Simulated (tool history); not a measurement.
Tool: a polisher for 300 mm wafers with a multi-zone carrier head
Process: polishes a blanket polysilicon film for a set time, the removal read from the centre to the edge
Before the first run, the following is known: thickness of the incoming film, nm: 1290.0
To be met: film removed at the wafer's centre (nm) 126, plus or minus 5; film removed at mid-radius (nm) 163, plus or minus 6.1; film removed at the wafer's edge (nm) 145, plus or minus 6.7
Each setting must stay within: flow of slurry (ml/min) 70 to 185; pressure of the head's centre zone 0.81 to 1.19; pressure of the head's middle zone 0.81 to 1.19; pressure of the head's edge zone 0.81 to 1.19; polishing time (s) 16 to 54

run	day	flow of slurry (ml/min)	pressure of the head's centre zone	pressure of the head's middle zone	pressure of the head's edge zone	polishing time (s)	film removed at the wafer's centre (nm)	film removed at mid-radius (nm)	film removed at the wafer's edge (nm)
1	0	120	1	1	1	35	218.74	216.11	222.89
2	0.05	120	1	1	1.07	35	211.81	215.59	230.25
3	0.342	120	1	0.97	1.07	35	213.36	213.12	231.71
4	0.55	120	1	0.97	1.07	31	187.87	186.57	210.39
5	0.904	110	0.95	1.04	1.01	29	161.24	176.92	182.99
6	1.108	100	0.95	1.04	1.01	29	149.98	167.99	182.37
7	1.35	95	0.93	1.09	0.95	28	140.15	165.03	163.91
8	1.667	90	0.92	1.12	0.92	28	133.62	161.36	161.2
9	1.779	120	0.89	1.19	0.82	24	132.44	170.76	144.95

Below are 5 possible settings for the next run. Only one of them brings all results inside the allowed miss of their targets. Which is it?
A	1.892	135	0.83	1.16	0.87	24	?	?	?
B	1.892	125	1.01	1.07	0.81	23	?	?	?
C	1.892	110	0.93	1.17	0.84	27	?	?	?
D	1.892	125	0.88	1.11	0.85	26	?	?	?
E	1.892	105	0.89	1.15	0.86	25	?	?	?

move	film removed at the wafer's centre (nm)	film removed at mid-radius (nm)	film removed at the wafer's edge (nm)
A	128.45	173.02	150.77
B	145.13	150.32	137.64
C	147.55	180.98	158.67
D	142.82	175.46	158.85
E	127.47	161.73	146.61
A: meets the target for the result that was furthest off, but another lies outside its allowed miss
B: moves away from the targets compared with the last run
C: moves away from the targets compared with the last run
D: moves away from the targets compared with the last run
E: hits every target within its allowed miss
Correct choice: E, which meets every target
